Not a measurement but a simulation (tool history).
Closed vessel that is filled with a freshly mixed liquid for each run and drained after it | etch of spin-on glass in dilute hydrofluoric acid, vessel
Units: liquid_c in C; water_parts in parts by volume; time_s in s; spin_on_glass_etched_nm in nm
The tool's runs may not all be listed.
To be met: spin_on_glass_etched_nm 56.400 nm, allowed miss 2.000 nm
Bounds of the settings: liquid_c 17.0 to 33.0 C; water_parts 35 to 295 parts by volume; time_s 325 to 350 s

run	hour	liquid_c	water_parts	time_s	spin_on_glass_etched_nm
1	0.0	25.0	165	325	78.134
2	4.8	25.0	165	325	75.302
3	9.3	24.0	165	325	73.189
4	16.0	24.0	120	325	106.760
5	18.9	26.5	120	325	116.330
6	25.1	29.5	120	325	132.150
7	27.7	27.5	130	325	111.560
8	28.9	26.0	140	325	96.427
9	31.7	24.5	145	325	87.418
10	38.5	23.5	150	325	81.671
11	44.4	22.5	155	325	76.224
12	48.2	22.5	155	325	74.308

4 next moves are on the table. One of them brings every result within its allowed miss. Which?
A	52.0	22.5	195	325	?
B	52.0	23.0	185	325	?
C	52.0	25.0	200	325	?
D	52.0	28.0	225	340	?

move	spin_on_glass_etched_nm
A	57.022
B	61.899
C	60.677
D	61.056
A: meets every target
B: nearer than the last run, and not there yet
C: nearer than the last run, and not there yet
D: nearer than the last run, and not there yet
Answer: A

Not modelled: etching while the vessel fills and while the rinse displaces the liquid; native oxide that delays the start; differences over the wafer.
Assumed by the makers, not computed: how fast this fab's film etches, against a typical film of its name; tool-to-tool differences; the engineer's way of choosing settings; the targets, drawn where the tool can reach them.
